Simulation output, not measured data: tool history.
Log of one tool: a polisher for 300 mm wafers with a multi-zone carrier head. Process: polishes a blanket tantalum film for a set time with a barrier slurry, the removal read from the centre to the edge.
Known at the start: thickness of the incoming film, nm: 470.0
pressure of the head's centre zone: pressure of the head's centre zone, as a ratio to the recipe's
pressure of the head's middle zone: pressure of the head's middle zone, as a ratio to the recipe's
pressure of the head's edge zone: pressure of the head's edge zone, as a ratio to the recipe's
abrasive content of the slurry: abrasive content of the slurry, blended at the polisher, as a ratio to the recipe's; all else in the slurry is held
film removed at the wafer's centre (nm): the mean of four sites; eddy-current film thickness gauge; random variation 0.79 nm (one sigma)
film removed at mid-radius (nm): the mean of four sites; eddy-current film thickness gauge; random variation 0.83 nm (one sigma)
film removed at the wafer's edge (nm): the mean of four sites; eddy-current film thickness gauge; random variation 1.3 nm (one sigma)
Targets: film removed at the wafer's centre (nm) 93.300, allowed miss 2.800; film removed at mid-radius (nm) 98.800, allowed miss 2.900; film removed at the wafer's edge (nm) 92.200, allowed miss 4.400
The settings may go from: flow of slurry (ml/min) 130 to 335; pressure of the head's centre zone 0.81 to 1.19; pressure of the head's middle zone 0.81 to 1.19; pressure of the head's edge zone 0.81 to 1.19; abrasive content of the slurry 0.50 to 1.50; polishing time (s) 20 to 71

run,hour,flow of slurry (ml/min),pressure of the head's centre zone,pressure of the head's middle zone,pressure of the head's edge zone,abrasive content of the slurry,polishing time (s),film removed at the wafer's centre (nm),film removed at mid-radius (nm),film removed at the wafer's edge (nm)
1,0.0,215,1.00,1.00,1.00,1.00,45,69.376,71.135,70.511
2,9.0,225,1.02,1.03,1.03,1.10,45,73.611,74.840,74.575
3,17.7,225,1.02,0.99,1.03,1.10,45,72.955,73.595,75.653
4,21.3,235,1.03,1.03,1.04,1.20,45,76.954,76.702,76.777
5,23.0,240,1.03,1.06,1.05,1.25,46,78.954,81.574,80.784
6,26.2,240,0.97,1.06,1.05,1.25,46,74.834,80.807,81.239
7,29.1,245,0.99,1.08,1.06,1.30,46,77.434,83.449,80.868
8,30.7,250,1.00,1.10,1.07,1.35,47,79.466,88.329,84.923
9,35.6,255,1.02,1.11,1.08,1.40,47,82.343,89.242,86.656
10,42.2,260,1.04,1.12,1.08,1.40,47,84.681,90.592,86.598
11,51.0,260,1.04,1.12,1.08,1.40,47,84.466,89.025,87.070
12,51.8,265,1.05,1.13,1.07,1.40,47,85.123,90.270,86.361
13,57.8,265,1.06,1.14,1.07,1.40,47,86.966,90.529,86.433

Which of these 4 next moves meets every target?
A,63.8,260,0.99,1.12,1.11,1.45,48,?,?,?
B,63.8,305,1.19,0.94,1.19,1.45,47,?,?,?
C,63.8,320,1.02,1.09,0.97,1.50,51,?,?,?
D,63.8,250,1.15,0.89,1.19,1.50,49,?,?,?

move,film removed at the wafer's centre (nm),film removed at mid-radius (nm),film removed at the wafer's edge (nm)
A,82.699,92.165,89.397
B,99.081,82.186,91.815
C,93.293,98.971,91.331
D,98.368,81.991,95.069
A: further off than the last run
B: further off than the last run
C: meets every target
D: further off than the last run
Answer: C

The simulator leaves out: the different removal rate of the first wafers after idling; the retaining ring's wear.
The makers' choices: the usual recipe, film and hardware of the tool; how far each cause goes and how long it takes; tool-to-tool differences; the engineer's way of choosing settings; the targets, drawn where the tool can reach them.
